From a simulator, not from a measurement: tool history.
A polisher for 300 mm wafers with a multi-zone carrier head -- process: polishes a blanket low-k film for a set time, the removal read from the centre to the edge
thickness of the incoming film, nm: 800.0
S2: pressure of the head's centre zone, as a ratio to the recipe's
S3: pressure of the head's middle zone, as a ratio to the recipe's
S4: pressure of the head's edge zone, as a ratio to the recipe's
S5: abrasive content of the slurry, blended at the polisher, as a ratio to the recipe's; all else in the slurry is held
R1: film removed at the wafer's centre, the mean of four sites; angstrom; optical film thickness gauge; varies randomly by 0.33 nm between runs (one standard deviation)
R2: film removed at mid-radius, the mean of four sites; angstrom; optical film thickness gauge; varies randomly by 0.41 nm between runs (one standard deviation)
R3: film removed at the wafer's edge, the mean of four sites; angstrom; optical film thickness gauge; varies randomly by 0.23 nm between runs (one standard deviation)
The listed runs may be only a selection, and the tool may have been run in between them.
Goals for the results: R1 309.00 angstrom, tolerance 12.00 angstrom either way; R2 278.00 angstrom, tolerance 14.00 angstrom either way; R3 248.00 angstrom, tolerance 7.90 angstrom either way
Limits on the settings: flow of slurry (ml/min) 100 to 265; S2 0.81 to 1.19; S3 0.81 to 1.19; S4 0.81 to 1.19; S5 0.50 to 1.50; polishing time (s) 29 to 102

Run 1, day 0.000: flow of slurry (ml/min) 170, S2 1.00, S3 1.00, S4 1.00, S5 1.00, polishing time (s) 65. Result: R1 375.51 angstrom, R2 363.34 angstrom, R3 365.74 angstrom.
Run 2, day 0.050: flow of slurry (ml/min) 170, S2 1.00, S3 1.00, S4 1.00, S5 1.10, polishing time (s) 65. Result: R1 391.77 angstrom, R2 373.16 angstrom, R3 382.69 angstrom.
Run 3, day 0.379: flow of slurry (ml/min) 170, S2 1.00, S3 0.96, S4 1.00, S5 1.10, polishing time (s) 65. Result: R1 398.97 angstrom, R2 357.51 angstrom, R3 381.73 angstrom.
Run 4, day 0.675: flow of slurry (ml/min) 170, S2 1.01, S3 0.96, S4 0.98, S5 1.05, polishing time (s) 64. Result: R1 380.79 angstrom, R2 353.88 angstrom, R3 366.05 angstrom.
Run 5, day 0.767: flow of slurry (ml/min) 170, S2 1.01, S3 0.96, S4 0.98, S5 0.95, polishing time (s) 64. Result: R1 368.55 angstrom, R2 338.59 angstrom, R3 350.38 angstrom.
Run 6, day 0.883: flow of slurry (ml/min) 170, S2 1.10, S3 0.96, S4 0.98, S5 0.95, polishing time (s) 64. Result: R1 398.07 angstrom, R2 333.30 angstrom, R3 348.36 angstrom.
Run 7, day 1.154: flow of slurry (ml/min) 160, S2 1.11, S3 1.06, S4 0.88, S5 0.70, polishing time (s) 60. Result: R1 324.87 angstrom, R2 291.38 angstrom, R3 267.66 angstrom.
Run 8, day 1.500: flow of slurry (ml/min) 160, S2 1.11, S3 1.06, S4 0.88, S5 0.70, polishing time (s) 60. Result: R1 322.45 angstrom, R2 287.88 angstrom, R3 271.63 angstrom.
Run 9, day 1.862: flow of slurry (ml/min) 155, S2 1.11, S3 1.07, S4 0.87, S5 0.70, polishing time (s) 60. Result: R1 327.46 angstrom, R2 301.91 angstrom, R3 267.05 angstrom.
Run 10, day 2.150: flow of slurry (ml/min) 155, S2 1.11, S3 1.07, S4 0.86, S5 0.70, polishing time (s) 60. Result: R1 323.60 angstrom, R2 299.21 angstrom, R3 268.94 angstrom.

Exercise: of the 5 proposed moves below, exactly one satisfies all targets within the stated allowed misses. Which move is it?
Run A, day 2.438: flow of slurry (ml/min) 150, S2 1.09, S3 1.04, S4 0.93, S5 0.65, polishing time (s) 60. Result: R1 ?, R2 ?, R3 ?.
Run B, day 2.438: flow of slurry (ml/min) 180, S2 1.18, S3 0.97, S4 0.82, S5 0.55, polishing time (s) 58. Result: R1 ?, R2 ?, R3 ?.
Run C, day 2.438: flow of slurry (ml/min) 110, S2 1.09, S3 1.12, S4 0.90, S5 0.65, polishing time (s) 59. Result: R1 ?, R2 ?, R3 ?.
Run D, day 2.438: flow of slurry (ml/min) 165, S2 1.15, S3 1.08, S4 0.90, S5 0.55, polishing time (s) 60. Result: R1 ?, R2 ?, R3 ?.
Run E, day 2.438: flow of slurry (ml/min) 150, S2 1.16, S3 0.97, S4 0.90, S5 0.50, polishing time (s) 64. Result: R1 ?, R2 ?, R3 ?.

move      R1      R2      R3
   A  310.12  278.03  269.37
   B  310.36  241.31  232.63
   C  284.10  273.60  249.36
   D  308.29  269.70  248.06
   E  310.86  246.84  250.16
A: about as far from the targets as the last run
B: takes the biggest miss from the last run beyond its target
C: the furthest-off result lands on target, but another misses its tolerance
D: every result lands within tolerance
E: the furthest-off result lands on target, but another misses its tolerance
Answer: D
